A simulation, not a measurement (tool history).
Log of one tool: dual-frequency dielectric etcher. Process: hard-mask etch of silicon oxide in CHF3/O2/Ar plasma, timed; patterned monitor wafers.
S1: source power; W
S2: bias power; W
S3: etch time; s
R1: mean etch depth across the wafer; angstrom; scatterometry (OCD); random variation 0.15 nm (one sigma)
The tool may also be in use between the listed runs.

Run 1, hour 0.0: S1 470 W, S2 155 W, S3 21.5 s. Result: R1 351.15 angstrom.
Run 2, hour 4.7: S1 470 W, S2 164 W, S3 21.5 s. Result: R1 356.49 angstrom.
Run 3, hour 9.2: S1 470 W, S2 164 W, S3 22.5 s. Result: R1 373.29 angstrom.
Run 4, hour 15.3: S1 440 W, S2 162 W, S3 22.5 s. Result: R1 365.55 angstrom.
Run 5, hour 16.5: S1 510 W, S2 162 W, S3 22.5 s. Result: R1 387.00 angstrom.
Run 6, hour 21.3: S1 550 W, S2 162 W, S3 22.5 s. Result: R1 393.20 angstrom.
Run 7, hour 23.4: S1 510 W, S2 157 W, S3 22.5 s. Result: R1 384.65 angstrom.

Run 8 comes next. What will it give?
At hour 32.3: bias power generator calibrated.
Run 8, hour 32.3: S1 470 W, S2 153 W, S3 22.5 s. Result: R1 ?.

Run 8 gave R1 368.40 angstrom.

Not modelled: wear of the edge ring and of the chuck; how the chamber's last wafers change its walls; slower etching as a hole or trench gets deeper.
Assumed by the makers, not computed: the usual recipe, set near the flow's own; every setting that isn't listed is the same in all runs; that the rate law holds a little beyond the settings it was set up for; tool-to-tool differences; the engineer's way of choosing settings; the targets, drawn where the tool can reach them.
